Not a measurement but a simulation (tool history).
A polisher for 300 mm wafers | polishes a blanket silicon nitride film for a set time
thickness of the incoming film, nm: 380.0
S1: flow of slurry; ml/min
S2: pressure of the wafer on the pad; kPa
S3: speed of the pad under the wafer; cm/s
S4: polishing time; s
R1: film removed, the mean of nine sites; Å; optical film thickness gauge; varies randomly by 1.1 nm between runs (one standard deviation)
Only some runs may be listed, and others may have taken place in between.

{"run": 1, "hour": 0.0, "S1": 135, "S2": 20.7, "S3": 124, "S4": 111, "R1": 2170.8}
{"run": 2, "hour": 8.0, "S1": 135, "S2": 19.3, "S3": 122, "S4": 111, "R1": 2024.4}
{"run": 3, "hour": 16.2, "S1": 135, "S2": 19.3, "S3": 122, "S4": 111, "R1": 2008.2}
{"run": 4, "hour": 22.2, "S1": 135, "S2": 15.2, "S3": 122, "S4": 111, "R1": 1668.8}
{"run": 5, "hour": 27.9, "S1": 110, "S2": 15.2, "S3": 122, "S4": 111, "R1": 1597.6}
{"run": 6, "hour": 32.4, "S1": 110, "S2": 15.2, "S3": 122, "S4": 111, "R1": 1596.7}
{"run": 7, "hour": 34.7, "S1": 110, "S2": 15.2, "S3": 122, "S4": 111, "R1": 1615.9}
{"run": 8, "hour": 41.9, "S1": 110, "S2": 14.5, "S3": 120, "S4": 111, "R1": 1549.7}

Run 9, settings as shown, results not yet in. Your forecast:
{"run": 9, "hour": 44.4, "S1": 110, "S2": 13.8, "S3": 118, "S4": 111, "R1": "?"}

{"run 9": {"R1": 1487.4}}
